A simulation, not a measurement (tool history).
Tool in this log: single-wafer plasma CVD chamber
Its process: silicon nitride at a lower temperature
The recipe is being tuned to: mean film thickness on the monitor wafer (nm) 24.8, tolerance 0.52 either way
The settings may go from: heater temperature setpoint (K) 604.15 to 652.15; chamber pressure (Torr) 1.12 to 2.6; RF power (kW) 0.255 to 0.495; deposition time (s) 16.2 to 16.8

run,hour,heater temperature setpoint (K),chamber pressure (Torr),RF power (kW),deposition time (s),mean film thickness on the monitor wafer (nm)
1,0,628.15,1.86,0.375,16.2,20.304
2,3.6,628.15,1.97,0.39,16.2,21.176
3,7.9,628.15,2.27,0.39,16.2,22.044
4,15.7,628.15,2.32,0.4,16.2,22.48
5,20.8,628.15,2.46,0.4,16.2,22.683
6,25.7,628.15,2.47,0.41,16.2,23.122
7,31.6,628.15,2.48,0.415,16.2,23.164
8,38.2,628.15,2.49,0.425,16.2,23.511
9,41.3,628.15,2.5,0.43,16.2,23.635
10,44.3,628.15,2.51,0.435,16.2,23.513

Which of these 4 next moves meets every target?
A,47.3,622.15,2.37,0.425,16.6,?
B,47.3,631.15,2.6,0.44,16.8,?
C,47.3,617.15,2.6,0.465,16.8,?
D,47.3,622.15,2.36,0.415,16.2,?

move,mean film thickness on the monitor wafer (nm)
A,23.844
B,24.964
C,25.695
D,23.004
A: moves toward the targets from the last run without getting all of them in spec
B: each result inside its tolerance
C: carries the result that was furthest off beyond its target, to the other side
D: its largest miss is bigger than the last run's
So the answer is move B, the one that meets all the targets.
